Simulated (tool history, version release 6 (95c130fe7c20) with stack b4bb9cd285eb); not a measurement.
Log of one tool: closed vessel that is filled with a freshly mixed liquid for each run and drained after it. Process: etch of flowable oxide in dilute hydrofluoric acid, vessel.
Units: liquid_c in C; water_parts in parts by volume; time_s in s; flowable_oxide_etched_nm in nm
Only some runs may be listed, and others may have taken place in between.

run	day	liquid_c	water_parts	time_s	flowable_oxide_etched_nm
1	0.000	25.0	130	105	34.552
2	0.117	27.0	125	105	38.723
3	0.425	27.0	140	105	33.924
4	0.454	28.5	130	105	39.866
5	0.575	28.5	155	105	31.925
6	0.867	32.0	155	105	36.289

Run 7 has not been measured yet. What should we expect?
7	0.900	33.0	105	105	?

flowable_oxide_etched_nm: 60.310 nm
